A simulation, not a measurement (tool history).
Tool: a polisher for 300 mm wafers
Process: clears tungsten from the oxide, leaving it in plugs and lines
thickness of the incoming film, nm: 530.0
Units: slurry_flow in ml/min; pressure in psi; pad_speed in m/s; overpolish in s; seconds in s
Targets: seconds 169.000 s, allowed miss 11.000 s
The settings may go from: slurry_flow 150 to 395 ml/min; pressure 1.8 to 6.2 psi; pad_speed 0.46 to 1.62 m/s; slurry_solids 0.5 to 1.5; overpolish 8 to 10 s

{"run": 1, "day": 0.0, "slurry_flow": 250, "pressure": 4.0, "pad_speed": 1.04, "slurry_solids": 1.0, "overpolish": 10, "seconds": 93.984}
{"run": 2, "day": 0.312, "slurry_flow": 250, "pressure": 4.0, "pad_speed": 1.18, "slurry_solids": 1.0, "overpolish": 10, "seconds": 82.889}
{"run": 3, "day": 0.675, "slurry_flow": 250, "pressure": 3.5, "pad_speed": 1.12, "slurry_solids": 1.0, "overpolish": 10, "seconds": 100.72}
{"run": 4, "day": 0.733, "slurry_flow": 275, "pressure": 3.5, "pad_speed": 1.12, "slurry_solids": 1.0, "overpolish": 10, "seconds": 95.825}
{"run": 5, "day": 1.071, "slurry_flow": 265, "pressure": 3.0, "pad_speed": 1.1, "slurry_solids": 1.0, "overpolish": 10, "seconds": 113.71}
{"run": 6, "day": 1.4, "slurry_flow": 265, "pressure": 3.0, "pad_speed": 1.1, "slurry_solids": 1.1, "overpolish": 10, "seconds": 111.35}
{"run": 7, "day": 1.488, "slurry_flow": 260, "pressure": 2.7, "pad_speed": 1.08, "slurry_solids": 1.1, "overpolish": 10, "seconds": 125.61}
{"run": 8, "day": 1.792, "slurry_flow": 255, "pressure": 2.5, "pad_speed": 1.08, "slurry_solids": 1.1, "overpolish": 10, "seconds": 140.01}
{"run": 9, "day": 1.971, "slurry_flow": 240, "pressure": 2.4, "pad_speed": 1.08, "slurry_solids": 1.1, "overpolish": 10, "seconds": 142.19}
{"run": 10, "day": 2.054, "slurry_flow": 240, "pressure": 1.8, "pad_speed": 1.02, "slurry_solids": 1.1, "overpolish": 10, "seconds": 200.23}
{"run": 11, "day": 2.408, "slurry_flow": 250, "pressure": 1.9, "pad_speed": 1.02, "slurry_solids": 1.1, "overpolish": 10, "seconds": 185.63}
{"run": 12, "day": 2.558, "slurry_flow": 255, "pressure": 1.9, "pad_speed": 1.02, "slurry_solids": 1.1, "overpolish": 10, "seconds": 184.6}
{"run": 13, "day": 2.925, "slurry_flow": 260, "pressure": 1.9, "pad_speed": 1.02, "slurry_solids": 1.1, "overpolish": 10, "seconds": 187.23}

5 next moves are on the table. One of them brings every result within its allowed miss. Which?
{"run": "A", "day": 3.292, "slurry_flow": 235, "pressure": 1.8, "pad_speed": 0.94, "slurry_solids": 1.1, "overpolish": 10, "seconds": "?"}
{"run": "B", "day": 3.292, "slurry_flow": 365, "pressure": 2.4, "pad_speed": 0.72, "slurry_solids": 1.0, "overpolish": 10, "seconds": "?"}
{"run": "C", "day": 3.292, "slurry_flow": 285, "pressure": 1.8, "pad_speed": 0.98, "slurry_solids": 1.2, "overpolish": 10, "seconds": "?"}
{"run": "D", "day": 3.292, "slurry_flow": 195, "pressure": 1.8, "pad_speed": 1.04, "slurry_solids": 1.1, "overpolish": 10, "seconds": "?"}
{"run": "E", "day": 3.292, "slurry_flow": 240, "pressure": 1.8, "pad_speed": 1.22, "slurry_solids": 1.2, "overpolish": 8, "seconds": "?"}

move=A seconds=203.440
move=B seconds=187.120
move=C seconds=189.340
move=D seconds=191.620
move=E seconds=161.140
A: further off than the last run
B: as far off as the last run
C: further off than the last run
D: further off than the last run
E: meets every target
The right move is E.
